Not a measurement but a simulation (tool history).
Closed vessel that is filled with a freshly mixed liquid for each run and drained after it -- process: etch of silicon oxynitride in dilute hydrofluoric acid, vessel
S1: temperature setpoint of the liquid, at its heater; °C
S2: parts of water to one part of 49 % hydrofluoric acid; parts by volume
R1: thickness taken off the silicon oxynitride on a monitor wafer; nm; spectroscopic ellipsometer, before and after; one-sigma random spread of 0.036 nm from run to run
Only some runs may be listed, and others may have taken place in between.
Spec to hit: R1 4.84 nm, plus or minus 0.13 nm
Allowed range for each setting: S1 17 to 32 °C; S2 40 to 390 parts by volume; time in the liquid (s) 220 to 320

Run 1, hour 0: S1 24 °C, S2 215 parts by volume, time in the liquid (s) 320. Result: R1 2.7231 nm.
Run 2, hour 9: S1 25.5 °C, S2 205 parts by volume, time in the liquid (s) 320. Result: R1 3.0776 nm.
Run 3, hour 13.4: S1 25.5 °C, S2 265 parts by volume, time in the liquid (s) 320. Result: R1 2.2417 nm.
Run 4, hour 19.5: S1 26.5 °C, S2 250 parts by volume, time in the liquid (s) 320. Result: R1 2.5664 nm.
Run 5, hour 25.9: S1 27.5 °C, S2 235 parts by volume, time in the liquid (s) 320. Result: R1 2.8325 nm.
Run 6, hour 32.4: S1 28.5 °C, S2 220 parts by volume, time in the liquid (s) 320. Result: R1 3.1934 nm.
Run 7, hour 34.6: S1 29 °C, S2 210 parts by volume, time in the liquid (s) 320. Result: R1 3.4672 nm.
Run 8, hour 40.4: S1 29.5 °C, S2 200 parts by volume, time in the liquid (s) 320. Result: R1 3.7805 nm.
Run 9, hour 42.9: S1 30 °C, S2 195 parts by volume, time in the liquid (s) 320. Result: R1 3.8843 nm.
Run 10, hour 43.9: S1 30.5 °C, S2 190 parts by volume, time in the liquid (s) 320. Result: R1 4.0861 nm.
Run 11, hour 45.3: S1 31 °C, S2 185 parts by volume, time in the liquid (s) 320. Result: R1 4.3681 nm.
Run 12, hour 47.5: S1 31.5 °C, S2 180 parts by volume, time in the liquid (s) 320. Result: R1 4.5712 nm.

Which of these 4 next moves meets every target?
Run A, hour 49.7: S1 31.5 °C, S2 135 parts by volume, time in the liquid (s) 220. Result: R1 ?.
Run B, hour 49.7: S1 30 °C, S2 170 parts by volume, time in the liquid (s) 320. Result: R1 ?.
Run C, hour 49.7: S1 31 °C, S2 170 parts by volume, time in the liquid (s) 320. Result: R1 ?.
Run D, hour 49.7: S1 31.5 °C, S2 195 parts by volume, time in the liquid (s) 320. Result: R1 ?.

move      R1
   A  4.3933
   B  4.5983
   C   4.798
   D  4.1706
A: moves away from the targets compared with the last run
B: closer than the last run, but not yet in spec
C: in spec on every target
D: moves away from the targets compared with the last run
The move that meets every target is C.
